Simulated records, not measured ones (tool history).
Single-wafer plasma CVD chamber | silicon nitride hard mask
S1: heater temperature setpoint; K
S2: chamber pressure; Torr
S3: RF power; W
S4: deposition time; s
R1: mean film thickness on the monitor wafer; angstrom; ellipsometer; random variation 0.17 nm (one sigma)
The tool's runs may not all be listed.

| run | hour | S1 | S2 | S3 | S4 | R1 |
|---|---|---|---|---|---|---|
| 1 | 0 | 673.15 | 1.14 | 330 | 27.6 | 288.74 |
| 2 | 6.3 | 673.15 | 1.23 | 330 | 27.6 | 295.48 |
| 3 | 9.9 | 673.15 | 1.29 | 330 | 27.6 | 302.28 |
| 4 | 18.1 | 673.15 | 1.33 | 330 | 27.6 | 298.17 |
| 5 | 24 | 673.15 | 1.36 | 335 | 27.6 | 307.11 |
| 6 | 29.7 | 673.15 | 1.39 | 335 | 27.6 | 308.18 |
| 7 | 31.4 | 673.15 | 1.42 | 340 | 27.6 | 308.27 |

The next listed run, before its measurement:
| 8 | 35.8 | 673.15 | 1.44 | 345 | 27.6 | ? |

R1: 314.66 angstrom
